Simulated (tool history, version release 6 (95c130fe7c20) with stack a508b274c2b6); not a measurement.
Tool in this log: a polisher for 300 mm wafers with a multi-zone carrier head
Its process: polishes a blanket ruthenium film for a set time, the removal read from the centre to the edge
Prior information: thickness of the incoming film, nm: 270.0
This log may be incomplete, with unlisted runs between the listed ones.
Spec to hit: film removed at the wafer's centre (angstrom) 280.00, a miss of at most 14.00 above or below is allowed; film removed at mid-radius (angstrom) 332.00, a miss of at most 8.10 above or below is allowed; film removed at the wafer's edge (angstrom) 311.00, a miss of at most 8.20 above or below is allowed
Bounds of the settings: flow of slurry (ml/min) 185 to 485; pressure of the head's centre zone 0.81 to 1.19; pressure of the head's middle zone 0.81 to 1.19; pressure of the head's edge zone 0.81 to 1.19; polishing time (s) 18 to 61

run	day	flow of slurry (ml/min)	pressure of the head's centre zone	pressure of the head's middle zone	pressure of the head's edge zone	polishing time (s)	film removed at the wafer's centre (angstrom)	film removed at mid-radius (angstrom)	film removed at the wafer's edge (angstrom)
1	0.000	310	1.00	1.00	1.00	39	431.55	427.49	418.05
2	0.058	305	0.98	1.00	0.99	38	399.42	413.58	406.84
3	0.367	305	0.97	1.00	0.98	37	393.82	406.33	399.70
4	0.417	305	0.96	1.00	0.97	36	381.99	396.79	383.84
5	0.646	300	0.95	1.00	0.96	35	361.50	390.24	366.08
6	0.908	300	0.95	1.00	0.96	40	402.81	439.13	420.35
7	0.942	270	0.85	0.93	0.86	29	272.70	293.65	287.60
8	1.200	270	0.85	0.93	0.86	29	274.36	295.81	288.21
9	1.312	280	0.85	0.94	0.87	29	277.93	301.18	294.02
10	1.425	290	0.85	0.95	0.87	29	275.40	302.06	293.11
11	1.504	300	0.85	1.05	0.95	30	289.28	342.94	312.86
12	1.867	295	0.85	1.05	0.95	30	288.61	341.66	314.93
13	2.050	290	0.85	1.05	0.95	30	285.31	342.97	316.21

Consider the 4 candidate settings below. Which is the only one whose results all fall within their allowed miss of target?
A	2.233	395	0.99	1.01	1.00	28	?	?	?
B	2.233	200	0.88	1.08	1.00	30	?	?	?
C	2.233	280	0.85	1.08	0.95	31	?	?	?
D	2.233	315	0.88	1.10	0.89	29	?	?	?

move	film removed at the wafer's centre (angstrom)	film removed at mid-radius (angstrom)	film removed at the wafer's edge (angstrom)
A	299.97	319.41	308.95
B	271.27	333.85	310.78
C	289.27	362.34	325.07
D	280.84	348.79	297.89
A: moves the result that the last run missed by most past its target, out the other side
B: all results in spec
C: its largest miss is bigger than the last run's
D: its largest miss is bigger than the last run's
Move B is the one to make.
